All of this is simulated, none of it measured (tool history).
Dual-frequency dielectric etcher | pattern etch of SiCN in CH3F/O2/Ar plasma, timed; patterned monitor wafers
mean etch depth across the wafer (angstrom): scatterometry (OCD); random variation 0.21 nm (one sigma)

run,hour,source power (kW),bias power (kW),etch time (s),mean etch depth across the wafer (angstrom)
1,0,0.51,0.085,70.5,305.58
2,5.7,0.51,0.085,70.5,305.13
3,11.8,0.51,0.085,70.5,307.15
4,16,0.51,0.077,70.5,298.66
5,20.5,0.56,0.08,70.5,313.76
6,28.7,0.56,0.08,73.5,322.96
7,31,0.56,0.08,73.5,326.96
8,36.2,0.58,0.081,73.5,327.52

Forecast run 9:
# hour 42.3: source power generator calibrated
9,42.3,0.6,0.083,73.5,?

mean etch depth across the wafer (angstrom): 331.74
